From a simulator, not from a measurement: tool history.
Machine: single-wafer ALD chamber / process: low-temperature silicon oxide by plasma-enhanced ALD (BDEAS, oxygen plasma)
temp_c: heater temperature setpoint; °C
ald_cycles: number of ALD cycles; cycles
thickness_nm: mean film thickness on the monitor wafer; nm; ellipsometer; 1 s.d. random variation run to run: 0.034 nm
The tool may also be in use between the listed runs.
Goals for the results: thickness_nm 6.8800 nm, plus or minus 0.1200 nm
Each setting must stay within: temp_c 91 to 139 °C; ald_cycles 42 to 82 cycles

Run 1, hour 0.0: temp_c 115 °C, ald_cycles 62 cycles. Result: thickness_nm 8.8526 nm.
Run 2, hour 0.8: temp_c 110 °C, ald_cycles 62 cycles. Result: thickness_nm 8.8058 nm.
Run 3, hour 5.3: temp_c 110 °C, ald_cycles 55 cycles. Result: thickness_nm 7.8403 nm.
Run 4, hour 6.1: temp_c 101 °C, ald_cycles 55 cycles. Result: thickness_nm 8.0400 nm.
Run 5, hour 11.0: temp_c 101 °C, ald_cycles 63 cycles. Result: thickness_nm 9.2531 nm.
Run 6, hour 18.0: temp_c 106 °C, ald_cycles 58 cycles. Result: thickness_nm 8.3954 nm.
Run 7, hour 26.4: temp_c 110 °C, ald_cycles 55 cycles. Result: thickness_nm 7.9267 nm.
Run 8, hour 35.0: temp_c 112 °C, ald_cycles 52 cycles. Result: thickness_nm 7.4690 nm.
Run 9, hour 38.6: temp_c 112 °C, ald_cycles 52 cycles. Result: thickness_nm 7.3858 nm.
Run 10, hour 44.0: temp_c 116 °C, ald_cycles 51 cycles. Result: thickness_nm 7.1717 nm.
Run 11, hour 49.0: temp_c 118 °C, ald_cycles 51 cycles. Result: thickness_nm 7.2365 nm.
Run 12, hour 54.8: temp_c 118 °C, ald_cycles 47 cycles. Result: thickness_nm 6.6713 nm.

4 candidate next runs follow, results not yet known. Just one meets every target within its allowed miss. Identify it.
Run A, hour 60.6: temp_c 116 °C, ald_cycles 51 cycles. Result: thickness_nm ?.
Run B, hour 60.6: temp_c 114 °C, ald_cycles 48 cycles. Result: thickness_nm ?.
Run C, hour 60.6: temp_c 109 °C, ald_cycles 46 cycles. Result: thickness_nm ?.
Run D, hour 60.6: temp_c 128 °C, ald_cycles 47 cycles. Result: thickness_nm ?.

move  thickness_nm
   A        7.2700
   B        6.8679
   C        6.6429
   D        6.5497
A: pushes the last run's worst result past its target
B: each result inside its tolerance
C: misses by more than the last run did
D: misses by more than the last run did
The move that meets every target is B.
